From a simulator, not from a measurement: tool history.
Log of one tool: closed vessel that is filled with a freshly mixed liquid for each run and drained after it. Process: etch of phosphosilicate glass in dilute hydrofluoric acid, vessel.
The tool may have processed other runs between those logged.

run  hour  temperature setpoint of the liquid (°C)  parts of water to one part of 49 % hydrofluoric acid (parts by volume)  time in the liquid (s)  thickness taken off the phosphosilicate glass on a monitor wafer (nm)
  1   0.0                                     21.0                                                                     160                     325                                                                 110.14
  2   6.5                                     21.0                                                                     160                     325                                                                 110.55
  3   7.2                                     23.0                                                                     125                     325                                                                 159.03
  4  11.9                                     25.5                                                                     125                     325                                                                 178.08
  5  18.9                                     27.0                                                                     125                     325                                                                 185.17
  6  27.5                                     27.5                                                                     105                     325                                                                 232.79
  7  36.3                                     28.0                                                                      95                     325                                                                 267.61
  8  39.1                                     28.0                                                                      85                     325                                                                 303.63

Predict the results of run 9:
  9  46.0                                     28.0                                                                      85                     325                                                                      ?

thickness taken off the phosphosilicate glass on a monitor wafer (nm): 298.98
